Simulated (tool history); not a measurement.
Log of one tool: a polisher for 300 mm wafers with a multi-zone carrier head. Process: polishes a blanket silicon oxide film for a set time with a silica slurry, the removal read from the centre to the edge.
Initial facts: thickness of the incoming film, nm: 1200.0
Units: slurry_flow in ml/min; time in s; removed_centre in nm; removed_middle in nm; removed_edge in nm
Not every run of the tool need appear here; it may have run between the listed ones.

{"run": 1, "hour": 0.0, "slurry_flow": 295, "centre_zone": 1.0, "middle_zone": 1.0, "edge_zone": 1.0, "slurry_solids": 1.0, "time": 86, "removed_centre": 321.23, "removed_middle": 320.13, "removed_edge": 318.78}
{"run": 2, "hour": 6.8, "slurry_flow": 295, "centre_zone": 0.98, "middle_zone": 1.0, "edge_zone": 0.96, "slurry_solids": 0.9, "time": 86, "removed_centre": 302.35, "removed_middle": 303.9, "removed_edge": 290.44}
{"run": 3, "hour": 12.6, "slurry_flow": 285, "centre_zone": 0.94, "middle_zone": 0.99, "edge_zone": 0.93, "slurry_solids": 0.85, "time": 86, "removed_centre": 275.66, "removed_middle": 286.69, "removed_edge": 277.24}
{"run": 4, "hour": 17.3, "slurry_flow": 285, "centre_zone": 0.94, "middle_zone": 0.99, "edge_zone": 0.93, "slurry_solids": 0.85, "time": 105, "removed_centre": 339.67, "removed_middle": 350.16, "removed_edge": 340.77}
{"run": 5, "hour": 21.0, "slurry_flow": 285, "centre_zone": 0.94, "middle_zone": 0.99, "edge_zone": 0.93, "slurry_solids": 0.85, "time": 118, "removed_centre": 384.18, "removed_middle": 392.25, "removed_edge": 379.72}
{"run": 6, "hour": 27.8, "slurry_flow": 285, "centre_zone": 0.93, "middle_zone": 0.99, "edge_zone": 0.91, "slurry_solids": 0.75, "time": 112, "removed_centre": 334.81, "removed_middle": 347.04, "removed_edge": 329.75}
{"run": 7, "hour": 36.2, "slurry_flow": 285, "centre_zone": 0.92, "middle_zone": 0.99, "edge_zone": 0.89, "slurry_solids": 0.7, "time": 109, "removed_centre": 308.1, "removed_middle": 325.76, "removed_edge": 308.43}

For run 8, what comes out?
{"run": 8, "hour": 38.8, "slurry_flow": 290, "centre_zone": 0.92, "middle_zone": 0.99, "edge_zone": 0.87, "slurry_solids": 0.65, "time": 106, "removed_centre": "?", "removed_middle": "?", "removed_edge": "?"}

{"run 8": {"removed_centre": 286.44, "removed_middle": 307.57, "removed_edge": 284.2}}
